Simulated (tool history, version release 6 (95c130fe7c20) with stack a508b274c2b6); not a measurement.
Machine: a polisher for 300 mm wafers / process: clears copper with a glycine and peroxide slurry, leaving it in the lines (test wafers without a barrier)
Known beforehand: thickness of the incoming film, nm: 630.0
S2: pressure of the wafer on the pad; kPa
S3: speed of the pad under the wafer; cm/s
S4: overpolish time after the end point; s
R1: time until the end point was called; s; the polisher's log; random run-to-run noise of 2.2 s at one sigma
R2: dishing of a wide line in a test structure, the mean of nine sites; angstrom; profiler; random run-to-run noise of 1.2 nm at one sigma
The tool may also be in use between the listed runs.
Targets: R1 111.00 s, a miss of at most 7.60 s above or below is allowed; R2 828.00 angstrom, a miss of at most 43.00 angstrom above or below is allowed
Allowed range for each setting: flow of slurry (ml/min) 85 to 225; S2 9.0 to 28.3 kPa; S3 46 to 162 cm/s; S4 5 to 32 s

run 1 hour=0.0 | flow_of_slurry_(ml/min)=145 S2=18.6 S3=104 S4=16 | R1=121.36 R2=493.06
run 2 hour=5.4 | flow_of_slurry_(ml/min)=145 S2=22.8 S3=104 S4=16 | R1=110.19 R2=579.47
run 3 hour=10.2 | flow_of_slurry_(ml/min)=145 S2=22.8 S3=104 S4=13 | R1=107.18 R2=479.71
run 4 hour=14.6 | flow_of_slurry_(ml/min)=160 S2=22.8 S3=104 S4=13 | R1=102.39 R2=488.24
run 5 hour=15.8 | flow_of_slurry_(ml/min)=160 S2=22.8 S3=104 S4=15 | R1=105.78 R2=553.00
run 6 hour=22.9 | flow_of_slurry_(ml/min)=180 S2=22.8 S3=104 S4=15 | R1=107.20 R2=560.00
run 7 hour=23.9 | flow_of_slurry_(ml/min)=180 S2=22.8 S3=104 S4=15 | R1=104.08 R2=556.34
run 8 hour=29.7 | flow_of_slurry_(ml/min)=180 S2=23.4 S3=102 S4=17 | R1=102.98 R2=641.00
run 9 hour=33.1 | flow_of_slurry_(ml/min)=165 S2=23.4 S3=94 S4=24 | R1=111.82 R2=771.26
run 10 hour=38.4 | flow_of_slurry_(ml/min)=165 S2=23.4 S3=94 S4=25 | R1=109.88 R2=770.83

Below are 5 possible settings for the next run. Only one of them brings all results inside the allowed miss of their targets. Which is it?
run A hour=43.7 | flow_of_slurry_(ml/min)=155 S2=25.5 S3=86 S4=23 | R1=? R2=?
run B hour=43.7 | flow_of_slurry_(ml/min)=170 S2=22.1 S3=88 S4=26 | R1=? R2=?
run C hour=43.7 | flow_of_slurry_(ml/min)=155 S2=24.8 S3=86 S4=24 | R1=? R2=?
run D hour=43.7 | flow_of_slurry_(ml/min)=140 S2=23.4 S3=96 S4=28 | R1=? R2=?
run E hour=43.7 | flow_of_slurry_(ml/min)=155 S2=24.1 S3=106 S4=19 | R1=? R2=?

move=A R1=115.19 R2=730.77
move=B R1=124.80 R2=745.73
move=C R1=117.69 R2=740.90
move=D R1=115.98 R2=829.03
move=E R1=103.37 R2=680.87
A: misses by more than the last run did
B: misses by more than the last run did
C: misses by more than the last run did
D: all results in spec
E: misses by more than the last run did
D is the move that brings every result within its allowed miss.
